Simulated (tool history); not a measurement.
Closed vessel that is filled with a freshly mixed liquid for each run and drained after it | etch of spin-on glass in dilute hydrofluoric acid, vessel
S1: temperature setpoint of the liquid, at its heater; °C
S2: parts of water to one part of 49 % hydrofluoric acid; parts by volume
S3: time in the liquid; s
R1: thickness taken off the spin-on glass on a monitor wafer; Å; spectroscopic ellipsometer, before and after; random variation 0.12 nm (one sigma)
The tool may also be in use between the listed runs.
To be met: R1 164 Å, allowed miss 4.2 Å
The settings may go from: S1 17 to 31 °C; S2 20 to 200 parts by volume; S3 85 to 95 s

{"run": 1, "hour": 0.0, "S1": 23, "S2": 110, "S3": 85, "R1": 216.94}
{"run": 2, "hour": 2.6, "S1": 24.5, "S2": 110, "S3": 85, "R1": 234.96}
{"run": 3, "hour": 7.4, "S1": 24.5, "S2": 140, "S3": 85, "R1": 178.69}
{"run": 4, "hour": 12.4, "S1": 24.5, "S2": 180, "S3": 85, "R1": 130.59}
{"run": 5, "hour": 17.5, "S1": 25, "S2": 180, "S3": 85, "R1": 135.11}
{"run": 6, "hour": 20.2, "S1": 25, "S2": 200, "S3": 85, "R1": 118.47}
{"run": 7, "hour": 28.2, "S1": 25, "S2": 200, "S3": 85, "R1": 118.67}
{"run": 8, "hour": 34.7, "S1": 29, "S2": 190, "S3": 85, "R1": 145.19}
{"run": 9, "hour": 40.2, "S1": 30, "S2": 185, "S3": 85, "R1": 155.56}
{"run": 10, "hour": 46.4, "S1": 30.5, "S2": 185, "S3": 85, "R1": 159.46}

4 next moves are on the table. One of them brings every result within its allowed miss. Which?
{"run": "A", "hour": 52.6, "S1": 31, "S2": 190, "S3": 90, "R1": "?"}
{"run": "B", "hour": 52.6, "S1": 25.5, "S2": 180, "S3": 95, "R1": "?"}
{"run": "C", "hour": 52.6, "S1": 29, "S2": 200, "S3": 95, "R1": "?"}
{"run": "D", "hour": 52.6, "S1": 31, "S2": 190, "S3": 95, "R1": "?"}

move=A R1=164.48
move=B R1=152.46
move=C R1=151.99
move=D R1=173.62
A: meets every target
B: further off than the last run
C: further off than the last run
D: takes the result that was furthest off past its target
Answer: A

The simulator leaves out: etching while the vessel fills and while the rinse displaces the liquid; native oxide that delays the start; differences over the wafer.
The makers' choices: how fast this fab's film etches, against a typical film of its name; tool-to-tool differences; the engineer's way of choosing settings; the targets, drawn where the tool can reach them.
